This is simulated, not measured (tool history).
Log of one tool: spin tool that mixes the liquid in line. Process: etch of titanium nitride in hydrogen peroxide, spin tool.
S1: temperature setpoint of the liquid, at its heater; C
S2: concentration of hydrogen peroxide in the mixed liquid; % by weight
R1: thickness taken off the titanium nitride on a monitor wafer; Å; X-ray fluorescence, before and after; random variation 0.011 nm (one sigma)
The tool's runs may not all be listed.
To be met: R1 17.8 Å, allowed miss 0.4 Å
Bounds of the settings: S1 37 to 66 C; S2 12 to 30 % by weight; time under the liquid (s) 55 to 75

{"run": 1, "hour": 0.0, "S1": 53, "S2": 20.5, "time under the liquid (s)": 75, "R1": 29.473}
{"run": 2, "hour": 1.4, "S1": 51.5, "S2": 20.5, "time under the liquid (s)": 75, "R1": 26.631}
{"run": 3, "hour": 3.9, "S1": 50.5, "S2": 20.5, "time under the liquid (s)": 75, "R1": 24.784}
{"run": 4, "hour": 5.3, "S1": 53, "S2": 20.5, "time under the liquid (s)": 75, "R1": 29.667}
{"run": 5, "hour": 6.5, "S1": 53, "S2": 20.5, "time under the liquid (s)": 75, "R1": 29.13}
{"run": 6, "hour": 12.1, "S1": 53, "S2": 20.5, "time under the liquid (s)": 75, "R1": 29.528}
{"run": 7, "hour": 13.4, "S1": 51.5, "S2": 20.5, "time under the liquid (s)": 75, "R1": 26.557}
{"run": 8, "hour": 21.5, "S1": 50.5, "S2": 20.5, "time under the liquid (s)": 75, "R1": 24.978}
{"run": 9, "hour": 30.1, "S1": 49.5, "S2": 20.5, "time under the liquid (s)": 75, "R1": 23.181}
{"run": 10, "hour": 35.0, "S1": 48.5, "S2": 20.5, "time under the liquid (s)": 75, "R1": 21.485}
{"run": 11, "hour": 41.9, "S1": 48, "S2": 20.5, "time under the liquid (s)": 75, "R1": 20.478}
{"run": 12, "hour": 44.4, "S1": 47.5, "S2": 20.5, "time under the liquid (s)": 75, "R1": 20.089}

5 next moves are on the table. One of them brings every result within its allowed miss. Which?
{"run": "A", "hour": 46.9, "S1": 49, "S2": 20.5, "time under the liquid (s)": 75, "R1": "?"}
{"run": "B", "hour": 46.9, "S1": 50, "S2": 21.5, "time under the liquid (s)": 75, "R1": "?"}
{"run": "C", "hour": 46.9, "S1": 50.5, "S2": 20, "time under the liquid (s)": 75, "R1": "?"}
{"run": "D", "hour": 46.9, "S1": 50, "S2": 23, "time under the liquid (s)": 55, "R1": "?"}
{"run": "E", "hour": 46.9, "S1": 49.5, "S2": 21.5, "time under the liquid (s)": 75, "R1": "?"}

move=A R1=22.17
move=B R1=24.081
move=C R1=24.58
move=D R1=17.918
move=E R1=23.225
A: further off than the last run
B: further off than the last run
C: further off than the last run
D: meets every target
E: further off than the last run
Answer: D
